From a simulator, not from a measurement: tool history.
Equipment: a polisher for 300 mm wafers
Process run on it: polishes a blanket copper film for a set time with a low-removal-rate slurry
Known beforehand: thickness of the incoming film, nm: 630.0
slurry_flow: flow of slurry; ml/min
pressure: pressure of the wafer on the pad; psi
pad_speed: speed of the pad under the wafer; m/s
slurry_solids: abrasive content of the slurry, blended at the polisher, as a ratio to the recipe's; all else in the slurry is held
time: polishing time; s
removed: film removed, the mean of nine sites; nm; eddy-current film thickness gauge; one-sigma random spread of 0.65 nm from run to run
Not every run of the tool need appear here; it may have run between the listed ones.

| run | hour | slurry_flow | pressure | pad_speed | slurry_solids | time | removed |
|---|---|---|---|---|---|---|---|
| 1 | 0 | 195 | 1.7 | 1.08 | 1 | 67 | 128.54 |
| 2 | 8.4 | 195 | 1.7 | 1.08 | 1.15 | 67 | 133.56 |
| 3 | 9.3 | 195 | 1.7 | 0.96 | 1.15 | 67 | 119.91 |
| 4 | 16.3 | 190 | 1.6 | 0.96 | 1.15 | 67 | 113.81 |
| 5 | 22.2 | 190 | 1.6 | 0.96 | 1.3 | 67 | 116.4 |
| 6 | 26.5 | 190 | 1.6 | 0.96 | 1.3 | 67 | 117.21 |
| 7 | 35.1 | 185 | 1.5 | 0.96 | 1.3 | 67 | 111.76 |

Run 8 comes next. What will it give?
| 8 | 41.1 | 185 | 1.4 | 0.96 | 1.3 | 67 | ? |

removed: 104.04 nm
